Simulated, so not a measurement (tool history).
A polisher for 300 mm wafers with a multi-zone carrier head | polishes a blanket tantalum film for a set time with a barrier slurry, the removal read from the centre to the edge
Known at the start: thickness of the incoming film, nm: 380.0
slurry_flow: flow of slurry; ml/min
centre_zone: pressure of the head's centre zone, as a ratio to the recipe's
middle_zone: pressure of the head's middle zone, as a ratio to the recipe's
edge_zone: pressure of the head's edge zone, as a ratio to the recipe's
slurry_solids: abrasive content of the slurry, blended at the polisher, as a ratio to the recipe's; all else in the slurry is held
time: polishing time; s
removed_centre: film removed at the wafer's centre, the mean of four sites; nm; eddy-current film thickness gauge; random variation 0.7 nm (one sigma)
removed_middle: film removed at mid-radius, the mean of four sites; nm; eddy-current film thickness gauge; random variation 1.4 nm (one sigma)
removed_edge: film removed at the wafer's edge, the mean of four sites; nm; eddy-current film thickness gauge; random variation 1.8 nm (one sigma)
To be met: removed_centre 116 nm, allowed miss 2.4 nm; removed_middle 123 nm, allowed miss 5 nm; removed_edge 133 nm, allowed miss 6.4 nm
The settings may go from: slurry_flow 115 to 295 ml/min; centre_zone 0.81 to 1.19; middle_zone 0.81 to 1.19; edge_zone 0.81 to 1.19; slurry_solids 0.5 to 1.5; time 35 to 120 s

run,day,slurry_flow,centre_zone,middle_zone,edge_zone,slurry_solids,time,removed_centre,removed_middle,removed_edge
1,0,190,1,1,1,1,77,79.089,84.422,84.194
2,0.096,190,1,1,0.92,1,77,79.422,83.951,81.36
3,0.196,190,1,1,0.97,1.1,81,84.906,86.066,89.26
4,0.496,190,1.08,1,0.97,1.1,81,91.666,88.907,91.005
5,0.529,195,1.07,1.03,1.01,1.2,84,96.646,94.734,97.037
# day 0.846: slurry nozzle cleaned
6,0.846,190,1.06,1.05,1.04,1.25,87,109.28,110.64,107.74
7,1.129,195,1.03,1.04,1.07,1.3,88,109.75,113.62,112.52
8,1.275,195,1.01,1.02,1.09,1.35,88,107.47,111.37,118.35
9,1.392,200,1.01,1.02,1.11,1.35,88,107.66,110.98,117.56
10,1.725,200,1.01,1.02,1.12,1.4,88,109.28,110.59,115.4
11,2.038,190,1,1.02,1.13,1.4,89,108.05,113.3,119.05
12,2.162,200,0.99,1.02,1.14,1.4,89,108.78,114.68,121.06
13,2.292,205,0.99,1.02,1.15,1.4,89,108.05,112.64,116.62
14,2.417,190,1,1.03,1.14,1.4,89,107.86,112.41,118.69
15,2.675,190,0.99,1.03,1.14,1.4,90,107.34,115.12,122.01
16,2.875,190,0.99,1.03,1.14,1.4,91,108.67,116.16,122.02
17,2.979,190,0.99,1.03,1.14,1.4,92,110.95,116.96,122.81
18,3.346,190,0.99,1.03,1.15,1.4,93,112.95,120.36,121.57
19,3.658,195,0.99,1.03,1.14,1.4,93,112.62,120.08,123.02
20,3.908,190,0.99,1.03,1.15,1.4,93,111.55,121.1,125.36

4 next moves are on the table. One of them brings every result within its allowed miss. Which?
A,4.158,135,0.92,0.86,1.19,1.35,108,?,?,?
B,4.158,195,1.06,1.06,1.09,1.45,92,?,?,?
C,4.158,210,1,1.03,1.19,1.45,94,?,?,?
D,4.158,220,0.98,1.07,1.11,1.4,91,?,?,?

move,removed_centre,removed_middle,removed_edge
A,109.76,111.57,137.56
B,118.85,121.12,119.3
C,115.96,122.46,128.65
D,110.19,122.19,119.98
A: further off than the last run
B: takes the result that was furthest off past its target
C: meets every target
D: further off than the last run
Answer: C
